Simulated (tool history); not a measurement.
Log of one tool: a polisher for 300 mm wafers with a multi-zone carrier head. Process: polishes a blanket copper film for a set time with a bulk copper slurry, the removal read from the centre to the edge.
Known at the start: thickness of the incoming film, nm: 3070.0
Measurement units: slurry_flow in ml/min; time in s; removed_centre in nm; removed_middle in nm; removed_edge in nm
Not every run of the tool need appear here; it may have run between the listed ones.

run 1 hour=0 | slurry_flow=285 centre_zone=1 middle_zone=1 edge_zone=1 slurry_solids=1 time=60 | removed_centre=352.63 removed_middle=385.85 removed_edge=383.98
run 2 hour=5.9 | slurry_flow=285 centre_zone=1 middle_zone=1 edge_zone=1.08 slurry_solids=1 time=60 | removed_centre=356.72 removed_middle=393.02 removed_edge=406.04
run 3 hour=10.3 | slurry_flow=280 centre_zone=1.02 middle_zone=0.97 edge_zone=1.06 slurry_solids=0.9 time=59 | removed_centre=357.59 removed_middle=367.07 removed_edge=377.49
run 4 hour=14.9 | slurry_flow=270 centre_zone=1.02 middle_zone=0.94 edge_zone=1.08 slurry_solids=0.85 time=57 | removed_centre=339.27 removed_middle=340.16 removed_edge=370.18
-- hour=21.5 centre zone pressure recalibrated
run 5 hour=21.5 | slurry_flow=270 centre_zone=1.02 middle_zone=0.94 edge_zone=1.08 slurry_solids=0.7 time=57 | removed_centre=348.31 removed_middle=323.93 removed_edge=360.95
run 6 hour=23.5 | slurry_flow=270 centre_zone=1.02 middle_zone=1.02 edge_zone=1.08 slurry_solids=0.7 time=57 | removed_centre=350.91 removed_middle=356.18 removed_edge=365.8
run 7 hour=25.7 | slurry_flow=265 centre_zone=1.01 middle_zone=0.99 edge_zone=1.06 slurry_solids=0.65 time=57 | removed_centre=343.2 removed_middle=334.95 removed_edge=355.54
run 8 hour=28.3 | slurry_flow=260 centre_zone=1 middle_zone=0.96 edge_zone=1.03 slurry_solids=0.65 time=57 | removed_centre=346.06 removed_middle=331.96 removed_edge=343.93
run 9 hour=33 | slurry_flow=260 centre_zone=1 middle_zone=0.94 edge_zone=1.03 slurry_solids=0.65 time=56 | removed_centre=328.5 removed_middle=320.59 removed_edge=342.64
run 10 hour=35.5 | slurry_flow=260 centre_zone=1 middle_zone=0.94 edge_zone=1.03 slurry_solids=0.65 time=56 | removed_centre=334.31 removed_middle=322.47 removed_edge=341.2
run 11 hour=41.7 | slurry_flow=260 centre_zone=1 middle_zone=0.92 edge_zone=1.03 slurry_solids=0.65 time=55 | removed_centre=331.19 removed_middle=311.9 removed_edge=335.33
run 12 hour=42.8 | slurry_flow=260 centre_zone=1 middle_zone=0.9 edge_zone=1.03 slurry_solids=0.65 time=54 | removed_centre=324.15 removed_middle=300.1 removed_edge=331.76

Estimate the outcome of run 13 from the log above:
run 13 hour=45.2 | slurry_flow=230 centre_zone=1.04 middle_zone=0.81 edge_zone=0.94 slurry_solids=0.5 time=51 | removed_centre=? removed_middle=? removed_edge=?

{"run 13": {"removed_centre": 309.76, "removed_middle": 249.34, "removed_edge": 283.19}}
